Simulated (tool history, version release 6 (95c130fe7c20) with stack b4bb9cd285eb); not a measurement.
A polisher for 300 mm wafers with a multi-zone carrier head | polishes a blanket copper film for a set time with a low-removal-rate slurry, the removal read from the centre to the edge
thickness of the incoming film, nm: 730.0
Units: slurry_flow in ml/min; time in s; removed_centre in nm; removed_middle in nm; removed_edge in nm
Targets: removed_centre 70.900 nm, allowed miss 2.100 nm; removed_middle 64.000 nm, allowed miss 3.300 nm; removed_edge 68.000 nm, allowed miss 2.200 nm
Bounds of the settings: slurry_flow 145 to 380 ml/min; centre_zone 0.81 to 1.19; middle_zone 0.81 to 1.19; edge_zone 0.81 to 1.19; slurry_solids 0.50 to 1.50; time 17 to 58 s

run 1 hour=0.0 | slurry_flow=245 centre_zone=1.00 middle_zone=1.00 edge_zone=1.00 slurry_solids=1.00 time=37 | removed_centre=93.283 removed_middle=93.578 removed_edge=88.626
run 2 hour=2.6 | slurry_flow=245 centre_zone=1.00 middle_zone=1.00 edge_zone=1.00 slurry_solids=1.00 time=29 | removed_centre=73.699 removed_middle=74.548 removed_edge=69.933
run 3 hour=7.4 | slurry_flow=245 centre_zone=0.92 middle_zone=1.00 edge_zone=1.00 slurry_solids=1.00 time=29 | removed_centre=66.988 removed_middle=73.788 removed_edge=69.263
run 4 hour=15.2 | slurry_flow=245 centre_zone=0.92 middle_zone=1.00 edge_zone=1.00 slurry_solids=1.10 time=29 | removed_centre=68.133 removed_middle=74.987 removed_edge=71.580
run 5 hour=19.7 | slurry_flow=245 centre_zone=0.93 middle_zone=0.98 edge_zone=0.99 slurry_solids=1.10 time=29 | removed_centre=69.804 removed_middle=73.925 removed_edge=71.440
run 6 hour=23.7 | slurry_flow=245 centre_zone=0.90 middle_zone=0.98 edge_zone=0.99 slurry_solids=1.10 time=29 | removed_centre=68.645 removed_middle=74.113 removed_edge=70.816
run 7 hour=26.9 | slurry_flow=240 centre_zone=0.91 middle_zone=0.96 edge_zone=0.99 slurry_solids=1.10 time=29 | removed_centre=67.769 removed_middle=71.207 removed_edge=71.469
run 8 hour=32.3 | slurry_flow=240 centre_zone=0.92 middle_zone=0.95 edge_zone=0.98 slurry_solids=1.10 time=29 | removed_centre=68.694 removed_middle=71.041 removed_edge=69.854
run 9 hour=40.1 | slurry_flow=240 centre_zone=0.93 middle_zone=0.94 edge_zone=0.98 slurry_solids=1.10 time=29 | removed_centre=70.079 removed_middle=70.669 removed_edge=69.482
run 10 hour=42.0 | slurry_flow=235 centre_zone=0.93 middle_zone=0.93 edge_zone=0.98 slurry_solids=1.10 time=29 | removed_centre=69.154 removed_middle=70.077 removed_edge=70.524

Which of these 5 next moves meets every target?
run A hour=43.9 | slurry_flow=180 centre_zone=0.96 middle_zone=0.82 edge_zone=0.97 slurry_solids=0.85 time=32 | removed_centre=? removed_middle=? removed_edge=?
run B hour=43.9 | slurry_flow=285 centre_zone=0.93 middle_zone=0.81 edge_zone=0.85 slurry_solids=1.05 time=29 | removed_centre=? removed_middle=? removed_edge=?
run C hour=43.9 | slurry_flow=245 centre_zone=0.94 middle_zone=0.93 edge_zone=1.03 slurry_solids=1.00 time=30 | removed_centre=? removed_middle=? removed_edge=?
run D hour=43.9 | slurry_flow=275 centre_zone=0.97 middle_zone=0.94 edge_zone=0.82 slurry_solids=1.10 time=30 | removed_centre=? removed_middle=? removed_edge=?
run E hour=43.9 | slurry_flow=220 centre_zone=0.91 middle_zone=0.99 edge_zone=0.96 slurry_solids=0.85 time=31 | removed_centre=? removed_middle=? removed_edge=?

move=A removed_centre=70.796 removed_middle=63.528 removed_edge=72.060
move=B removed_centre=69.940 removed_middle=63.709 removed_edge=67.901
move=C removed_centre=71.011 removed_middle=71.766 removed_edge=74.286
move=D removed_centre=75.967 removed_middle=74.942 removed_edge=69.589
move=E removed_centre=67.562 removed_middle=74.456 removed_edge=71.100
A: brings the result that was furthest off to its target, and leaves another outside
B: meets every target
C: further off than the last run
D: further off than the last run
E: further off than the last run
Answer: B
